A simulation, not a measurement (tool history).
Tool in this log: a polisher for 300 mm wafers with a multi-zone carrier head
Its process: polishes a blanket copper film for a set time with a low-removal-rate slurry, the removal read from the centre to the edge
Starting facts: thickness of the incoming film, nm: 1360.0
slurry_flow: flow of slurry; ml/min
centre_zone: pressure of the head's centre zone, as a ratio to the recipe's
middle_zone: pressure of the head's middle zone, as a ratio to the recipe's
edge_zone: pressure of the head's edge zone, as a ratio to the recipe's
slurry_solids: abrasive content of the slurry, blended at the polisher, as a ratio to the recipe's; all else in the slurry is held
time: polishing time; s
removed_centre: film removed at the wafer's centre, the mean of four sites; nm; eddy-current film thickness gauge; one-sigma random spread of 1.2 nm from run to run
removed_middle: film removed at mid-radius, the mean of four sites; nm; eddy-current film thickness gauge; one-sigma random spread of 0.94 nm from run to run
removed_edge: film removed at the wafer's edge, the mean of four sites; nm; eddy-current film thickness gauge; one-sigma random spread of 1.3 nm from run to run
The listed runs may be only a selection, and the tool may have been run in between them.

run,hour,slurry_flow,centre_zone,middle_zone,edge_zone,slurry_solids,time,removed_centre,removed_middle,removed_edge
1,0,280,1,1,1,1,59,126.95,133.45,140.3
2,2.1,280,1,1,0.92,1,59,129.04,134.66,132.27
3,11,280,1,1,0.92,1,47,103.22,107.62,101.9
4,14.5,280,1,1,0.92,1,54,119.25,120.67,120.02
# hour 17.7: edge zone pressure recalibrated
5,17.7,280,1,1,0.92,0.8,54,115.17,119.07,112.1
6,25.3,275,0.98,0.98,0.91,0.75,54,107.71,112.8,107.38

Estimate the outcome of run 7 from the log above:
7,31.8,270,0.97,0.97,0.89,0.75,54,?,?,?

{"run 7": {"removed_centre": 105.44, "removed_middle": 111.66, "removed_edge": 107.08}}

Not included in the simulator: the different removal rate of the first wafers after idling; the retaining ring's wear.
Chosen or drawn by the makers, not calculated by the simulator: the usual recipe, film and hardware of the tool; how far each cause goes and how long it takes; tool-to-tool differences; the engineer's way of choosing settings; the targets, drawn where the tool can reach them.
